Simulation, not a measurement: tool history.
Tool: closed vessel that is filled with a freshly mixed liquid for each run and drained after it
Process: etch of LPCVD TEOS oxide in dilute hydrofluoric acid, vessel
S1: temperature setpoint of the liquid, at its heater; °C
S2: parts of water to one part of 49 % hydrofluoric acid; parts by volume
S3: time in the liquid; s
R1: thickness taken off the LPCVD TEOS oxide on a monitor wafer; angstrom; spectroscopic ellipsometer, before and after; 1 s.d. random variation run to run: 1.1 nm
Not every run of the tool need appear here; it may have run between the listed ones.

| run | hour | S1 | S2 | S3 | R1 |
|---|---|---|---|---|---|
| 1 | 0 | 25 | 70 | 285 | 1006.8 |
| 2 | 4.5 | 25 | 70 | 305 | 1075 |
| 3 | 10.7 | 25 | 90 | 305 | 824.66 |
| 4 | 18.8 | 26.5 | 90 | 305 | 874.74 |
|  | 20.7 | hydrofluoric acid flow meter replaced |
| 5 | 20.7 | 26.5 | 90 | 305 | 808.09 |
| 6 | 29.7 | 26.5 | 85 | 305 | 855.47 |
| 7 | 32.7 | 26.5 | 85 | 305 | 863.3 |
| 8 | 40.1 | 26.5 | 80 | 305 | 949.5 |

The next listed run, before its measurement:
| 9 | 43.4 | 26.5 | 70 | 305 | ? |

Run 9 gave R1 1081.7 angstrom.
